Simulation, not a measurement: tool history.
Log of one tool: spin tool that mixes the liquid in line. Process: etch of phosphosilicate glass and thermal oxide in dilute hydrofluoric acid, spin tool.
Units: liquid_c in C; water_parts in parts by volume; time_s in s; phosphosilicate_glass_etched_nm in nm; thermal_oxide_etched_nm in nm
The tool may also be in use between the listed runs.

run,hour,liquid_c,water_parts,time_s,phosphosilicate_glass_etched_nm,thermal_oxide_etched_nm
1,0,25,270,160,47.947,2.2014
2,8.2,26.5,255,160,54.343,2.4725
3,9.4,28.5,255,160,58.375,2.6091
4,11.7,29,240,160,63.517,2.9156
5,14.4,29,240,105,41.986,1.9158
6,20.4,29.5,215,105,48.596,2.263
7,23.3,32,105,110,131.22,6.1061
8,27.4,30.5,105,110,127.08,5.8215
9,31.2,29,105,110,119.67,5.4156
10,32,28,110,110,108.36,5.0348
11,34.5,27,110,110,104.46,4.7476
12,39.5,25,130,110,79.811,3.5428

Forecast run 13:
13,42,25.5,130,110,?,?

phosphosilicate_glass_etched_nm: 81.21 nm
thermal_oxide_etched_nm: 3.629 nm
